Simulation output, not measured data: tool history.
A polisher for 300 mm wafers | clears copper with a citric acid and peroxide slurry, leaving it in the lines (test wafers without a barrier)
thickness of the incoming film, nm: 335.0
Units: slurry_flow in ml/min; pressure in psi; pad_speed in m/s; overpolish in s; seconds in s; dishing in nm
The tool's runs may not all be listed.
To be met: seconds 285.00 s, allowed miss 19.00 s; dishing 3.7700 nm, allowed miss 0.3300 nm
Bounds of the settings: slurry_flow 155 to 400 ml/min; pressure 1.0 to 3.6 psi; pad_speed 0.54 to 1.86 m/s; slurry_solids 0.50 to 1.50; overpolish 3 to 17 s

| run | hour | slurry_flow | pressure | pad_speed | slurry_solids | overpolish | seconds | dishing |
|---|---|---|---|---|---|---|---|---|
| 1 | 0.0 | 255 | 2.3 | 1.18 | 1.00 | 9 | 181.73 | 12.5220 |
| 2 | 7.7 | 255 | 2.1 | 1.14 | 1.00 | 7 | 207.66 | 8.7528 |
| 3 | 11.7 | 300 | 2.1 | 1.14 | 1.00 | 7 | 205.41 | 8.9847 |
| 4 | 13.4 | 300 | 2.1 | 0.96 | 1.00 | 7 | 227.50 | 7.8190 |
| 5 | 15.3 | 325 | 2.1 | 0.96 | 1.00 | 7 | 226.05 | 7.8887 |
| 6 | 23.6 | 335 | 2.0 | 0.90 | 1.05 | 6 | 249.10 | 6.4766 |
| 7 | 26.9 | 340 | 2.0 | 0.86 | 1.00 | 5 | 262.75 | 5.1374 |
| 8 | 35.5 | 340 | 2.0 | 0.84 | 1.00 | 5 | 262.08 | 5.0806 |
| 9 | 43.4 | 340 | 1.8 | 0.82 | 1.00 | 3 | 303.56 | 2.7585 |
| 10 | 50.8 | 345 | 1.8 | 0.80 | 1.00 | 3 | 300.56 | 2.7395 |
| 11 | 56.6 | 345 | 1.8 | 0.78 | 1.00 | 3 | 303.84 | 2.7115 |
| 12 | 58.2 | 345 | 2.0 | 0.78 | 1.00 | 6 | 277.87 | 5.7629 |
| 13 | 65.3 | 335 | 2.0 | 0.80 | 0.95 | 6 | 282.96 | 6.0495 |
| 14 | 72.5 | 330 | 1.9 | 0.82 | 1.00 | 6 | 281.27 | 5.7070 |
| 15 | 75.3 | 330 | 1.9 | 0.84 | 1.00 | 6 | 285.50 | 5.9440 |
| 16 | 76.6 | 325 | 1.9 | 0.84 | 1.00 | 5 | 278.12 | 4.9731 |
| 17 | 78.3 | 330 | 1.9 | 0.86 | 1.00 | 5 | 270.27 | 4.7641 |
| 18 | 85.2 | 330 | 1.8 | 0.86 | 1.00 | 5 | 287.73 | 4.5043 |
| 19 | 89.2 | 330 | 1.8 | 0.86 | 1.00 | 5 | 282.03 | 4.7877 |
| 20 | 91.9 | 330 | 1.8 | 0.84 | 1.00 | 5 | 286.23 | 4.8190 |
| 21 | 93.9 | 325 | 1.7 | 0.88 | 0.95 | 3 | 300.81 | 2.6625 |

5 next moves are on the table. One of them brings every result within its allowed miss. Which?
| A | 95.9 | 395 | 1.9 | 0.96 | 1.15 | 3 | ? | ? |
| B | 95.9 | 275 | 2.0 | 0.78 | 0.85 | 4 | ? | ? |
| C | 95.9 | 330 | 1.6 | 1.00 | 0.95 | 5 | ? | ? |
| D | 95.9 | 310 | 1.5 | 0.90 | 0.85 | 5 | ? | ? |
| E | 95.9 | 335 | 2.2 | 0.84 | 0.85 | 3 | ? | ? |

| move | seconds | dishing |
|---|---|---|
| A | 241.11 | 3.4343 |
| B | 292.53 | 3.7695 |
| C | 293.17 | 4.6661 |
| D | 345.88 | 3.9683 |
| E | 249.63 | 3.3230 |
A: nearer than the last run, and not there yet
B: meets every target
C: takes the result that was furthest off past its target
D: brings the result that was furthest off to its target, and leaves another outside
E: nearer than the last run, and not there yet
Move B is the one to make.
